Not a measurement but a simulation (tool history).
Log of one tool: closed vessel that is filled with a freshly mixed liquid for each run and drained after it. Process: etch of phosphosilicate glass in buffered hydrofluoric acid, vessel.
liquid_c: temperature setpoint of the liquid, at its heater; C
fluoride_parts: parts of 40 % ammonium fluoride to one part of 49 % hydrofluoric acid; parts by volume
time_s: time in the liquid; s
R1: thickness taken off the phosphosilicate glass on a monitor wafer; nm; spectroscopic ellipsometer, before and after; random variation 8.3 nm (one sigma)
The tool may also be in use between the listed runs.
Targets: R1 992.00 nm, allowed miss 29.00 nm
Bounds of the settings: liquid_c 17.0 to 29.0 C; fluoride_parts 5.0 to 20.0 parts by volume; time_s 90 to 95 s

Run 1, hour 0.0: liquid_c 21.0 C, fluoride_parts 12.0 parts by volume, time_s 90 s. Result: R1 383.74 nm.
Run 2, hour 2.3: liquid_c 21.0 C, fluoride_parts 15.5 parts by volume, time_s 90 s. Result: R1 295.79 nm.
Run 3, hour 7.5: liquid_c 22.5 C, fluoride_parts 13.0 parts by volume, time_s 90 s. Result: R1 384.42 nm.
Run 4, hour 16.2: liquid_c 26.0 C, fluoride_parts 13.0 parts by volume, time_s 90 s. Result: R1 461.61 nm.
Run 5, hour 24.7: liquid_c 23.5 C, fluoride_parts 13.0 parts by volume, time_s 90 s. Result: R1 404.98 nm.
Run 6, hour 29.9: liquid_c 23.5 C, fluoride_parts 13.0 parts by volume, time_s 90 s. Result: R1 406.53 nm.
Run 7, hour 35.3: liquid_c 27.5 C, fluoride_parts 9.0 parts by volume, time_s 90 s. Result: R1 698.38 nm.
Run 8, hour 38.1: liquid_c 28.0 C, fluoride_parts 8.5 parts by volume, time_s 90 s. Result: R1 749.59 nm.

4 next moves are on the table. One of them brings every result within its allowed miss. Which?
Run A, hour 40.9: liquid_c 28.0 C, fluoride_parts 7.0 parts by volume, time_s 95 s. Result: R1 ?.
Run B, hour 40.9: liquid_c 28.5 C, fluoride_parts 6.5 parts by volume, time_s 95 s. Result: R1 ?.
Run C, hour 40.9: liquid_c 28.0 C, fluoride_parts 6.0 parts by volume, time_s 90 s. Result: R1 ?.
Run D, hour 40.9: liquid_c 29.0 C, fluoride_parts 7.0 parts by volume, time_s 95 s. Result: R1 ?.

move       R1
   A   982.80
   B  1076.10
   C  1064.00
   D  1036.10
A: meets every target
B: takes the result that was furthest off past its target
C: takes the result that was furthest off past its target
D: takes the result that was furthest off past its target
Move A is the one to make.

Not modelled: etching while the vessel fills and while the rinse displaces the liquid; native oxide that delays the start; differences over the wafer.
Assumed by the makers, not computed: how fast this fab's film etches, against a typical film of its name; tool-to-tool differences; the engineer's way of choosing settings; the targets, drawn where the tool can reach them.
